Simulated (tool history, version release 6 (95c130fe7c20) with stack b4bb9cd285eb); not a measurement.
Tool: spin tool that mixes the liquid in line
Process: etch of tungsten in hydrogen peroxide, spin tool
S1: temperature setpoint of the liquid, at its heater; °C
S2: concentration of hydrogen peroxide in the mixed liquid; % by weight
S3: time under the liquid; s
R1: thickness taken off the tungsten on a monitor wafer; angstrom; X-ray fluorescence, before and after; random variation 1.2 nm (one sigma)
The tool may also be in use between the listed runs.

| run | day | S1 | S2 | S3 | R1 |
|---|---|---|---|---|---|
| 1 | 0 | 43 | 21 | 45 | 801.76 |
| 2 | 0.308 | 43 | 21 | 45 | 818.69 |
| 3 | 0.504 | 43 | 16.5 | 45 | 716.83 |
| 4 | 0.808 | 46 | 16.5 | 45 | 865.2 |
| 5 | 0.879 | 46 | 12.5 | 45 | 750.62 |
| 6 | 1.221 | 49 | 12.5 | 45 | 906.29 |
| 7 | 1.421 | 51.5 | 12.5 | 45 | 1054.4 |
| 8 | 1.546 | 53.5 | 12.5 | 45 | 1199.7 |

Forecast run 9:
| 9 | 1.796 | 55 | 12.5 | 45 | ? |

Run 9 gave R1 1299.6 angstrom.

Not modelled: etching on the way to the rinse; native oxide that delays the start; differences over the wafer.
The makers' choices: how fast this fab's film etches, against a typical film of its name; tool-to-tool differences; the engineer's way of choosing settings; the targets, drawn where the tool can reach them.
